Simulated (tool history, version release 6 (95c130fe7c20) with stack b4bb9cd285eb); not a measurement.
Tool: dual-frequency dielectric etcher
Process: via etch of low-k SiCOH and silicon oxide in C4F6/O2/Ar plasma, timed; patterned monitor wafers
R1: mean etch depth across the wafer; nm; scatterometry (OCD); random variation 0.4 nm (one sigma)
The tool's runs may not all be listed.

{"run": 1, "hour": 0.0, "source power (kW)": 0.25, "bias power (kW)": 0.189, "etch time (s)": 27, "R1": 64.08}
{"run": 2, "hour": 6.5, "source power (kW)": 0.25, "bias power (kW)": 0.189, "etch time (s)": 25, "R1": 60.205}
{"run": 3, "hour": 8.6, "source power (kW)": 0.25, "bias power (kW)": 0.189, "etch time (s)": 27, "R1": 64.683}
{"run": 4, "hour": 11.7, "source power (kW)": 0.27, "bias power (kW)": 0.189, "etch time (s)": 27, "R1": 66.2}
{"run": 5, "hour": 14.7, "source power (kW)": 0.27, "bias power (kW)": 0.189, "etch time (s)": 27, "R1": 66.136}
{"run": 6, "hour": 16.0, "source power (kW)": 0.27, "bias power (kW)": 0.201, "etch time (s)": 27, "R1": 67.329}

Forecast run 7:
{"run": 7, "hour": 22.4, "source power (kW)": 0.28, "bias power (kW)": 0.203, "etch time (s)": 27, "R1": "?"}

{"run 7": {"R1": 68.433}}

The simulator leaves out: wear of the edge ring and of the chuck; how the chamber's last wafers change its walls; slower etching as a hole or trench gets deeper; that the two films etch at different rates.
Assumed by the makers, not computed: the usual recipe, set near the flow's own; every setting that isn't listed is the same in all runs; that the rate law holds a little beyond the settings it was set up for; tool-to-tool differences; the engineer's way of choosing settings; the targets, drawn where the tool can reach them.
